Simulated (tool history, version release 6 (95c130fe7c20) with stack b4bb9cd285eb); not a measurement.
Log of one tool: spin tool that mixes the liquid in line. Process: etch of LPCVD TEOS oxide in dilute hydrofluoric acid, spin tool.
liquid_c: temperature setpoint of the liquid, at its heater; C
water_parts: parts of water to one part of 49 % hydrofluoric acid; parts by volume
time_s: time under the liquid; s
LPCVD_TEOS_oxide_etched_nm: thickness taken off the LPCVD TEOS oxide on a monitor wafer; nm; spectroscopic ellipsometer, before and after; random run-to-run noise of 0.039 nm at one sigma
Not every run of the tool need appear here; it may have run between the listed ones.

run 1 day=0.000 | liquid_c=26.0 water_parts=265 time_s=50 | LPCVD_TEOS_oxide_etched_nm=6.8003
run 2 day=0.342 | liquid_c=24.5 water_parts=265 time_s=50 | LPCVD_TEOS_oxide_etched_nm=6.5264
run 3 day=0.621 | liquid_c=24.5 water_parts=265 time_s=40 | LPCVD_TEOS_oxide_etched_nm=5.1369
run 4 day=0.896 | liquid_c=25.5 water_parts=265 time_s=40 | LPCVD_TEOS_oxide_etched_nm=5.3363
run 5 day=0.975 | liquid_c=22.5 water_parts=265 time_s=40 | LPCVD_TEOS_oxide_etched_nm=4.8122
run 6 day=1.054 | liquid_c=22.5 water_parts=200 time_s=40 | LPCVD_TEOS_oxide_etched_nm=6.7860
run 7 day=1.267 | liquid_c=21.5 water_parts=200 time_s=40 | LPCVD_TEOS_oxide_etched_nm=6.5497
run 8 day=1.642 | liquid_c=21.0 water_parts=200 time_s=40 | LPCVD_TEOS_oxide_etched_nm=6.4233
run 9 day=1.808 | liquid_c=20.5 water_parts=200 time_s=40 | LPCVD_TEOS_oxide_etched_nm=6.4165

Forecast run 10:
run 10 day=1.850 | liquid_c=20.0 water_parts=200 time_s=40 | LPCVD_TEOS_oxide_etched_nm=?

{"run 10": {"LPCVD_TEOS_oxide_etched_nm": 6.1658}}
